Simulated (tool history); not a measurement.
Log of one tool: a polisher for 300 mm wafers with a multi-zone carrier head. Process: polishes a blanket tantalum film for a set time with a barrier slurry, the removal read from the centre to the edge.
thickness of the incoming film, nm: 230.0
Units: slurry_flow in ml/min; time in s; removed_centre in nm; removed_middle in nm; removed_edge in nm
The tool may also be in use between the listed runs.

run,hour,slurry_flow,centre_zone,middle_zone,edge_zone,slurry_solids,time,removed_centre,removed_middle,removed_edge
1,0.0,155,1.00,1.00,1.00,1.00,82,63.564,63.042,62.549
2,8.4,155,1.06,1.00,1.00,1.00,82,67.306,62.497,62.763
3,14.3,175,1.04,1.05,1.05,1.05,82,68.550,68.445,65.213
4,19.4,190,1.02,1.07,1.09,1.10,82,69.121,70.145,68.683
5,24.4,190,0.94,1.07,1.09,1.10,82,64.847,71.321,68.548
6,24.9,215,0.94,1.07,1.09,1.10,82,65.236,71.959,69.243
7,31.9,220,0.96,1.10,1.11,1.15,82,68.044,73.724,71.813

Forecast run 8:
8,33.7,220,0.97,1.13,1.10,1.20,82,?,?,?

removed_centre: 69.848 nm
removed_middle: 77.744 nm
removed_edge: 71.306 nm
